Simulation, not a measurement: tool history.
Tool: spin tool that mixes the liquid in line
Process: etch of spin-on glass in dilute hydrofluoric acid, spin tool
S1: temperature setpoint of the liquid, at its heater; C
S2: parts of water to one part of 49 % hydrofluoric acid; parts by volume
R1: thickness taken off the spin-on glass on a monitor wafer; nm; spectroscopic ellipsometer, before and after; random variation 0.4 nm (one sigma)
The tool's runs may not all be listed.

Run 1, day 0: S1 25 C, S2 185 parts by volume, time under the liquid (s) 315. Result: R1 82.841 nm.
Run 2, day 0.029: S1 25 C, S2 185 parts by volume, time under the liquid (s) 340. Result: R1 88.886 nm.
Run 3, day 0.075: S1 22.5 C, S2 185 parts by volume, time under the liquid (s) 340. Result: R1 81.496 nm.
Run 4, day 0.446: S1 22 C, S2 185 parts by volume, time under the liquid (s) 340. Result: R1 79.541 nm.
Run 5, day 0.508: S1 22 C, S2 120 parts by volume, time under the liquid (s) 340. Result: R1 130.94 nm.
Run 6, day 0.875: S1 21.5 C, S2 125 parts by volume, time under the liquid (s) 340. Result: R1 122.85 nm.
Run 7, day 0.921: S1 21 C, S2 130 parts by volume, time under the liquid (s) 340. Result: R1 116.24 nm.
Run 8, day 1.075: S1 20.5 C, S2 135 parts by volume, time under the liquid (s) 340. Result: R1 107.99 nm.
Run 9, day 1.35: S1 20 C, S2 140 parts by volume, time under the liquid (s) 340. Result: R1 102.22 nm.
Run 10, day 1.475: S1 20 C, S2 140 parts by volume, time under the liquid (s) 340. Result: R1 101.2 nm.

Run 11 comes next. What will it give?
Run 11, day 1.546: S1 19.5 C, S2 145 parts by volume, time under the liquid (s) 340. Result: R1 ?.

{"run 11": {"R1": 96.243}}

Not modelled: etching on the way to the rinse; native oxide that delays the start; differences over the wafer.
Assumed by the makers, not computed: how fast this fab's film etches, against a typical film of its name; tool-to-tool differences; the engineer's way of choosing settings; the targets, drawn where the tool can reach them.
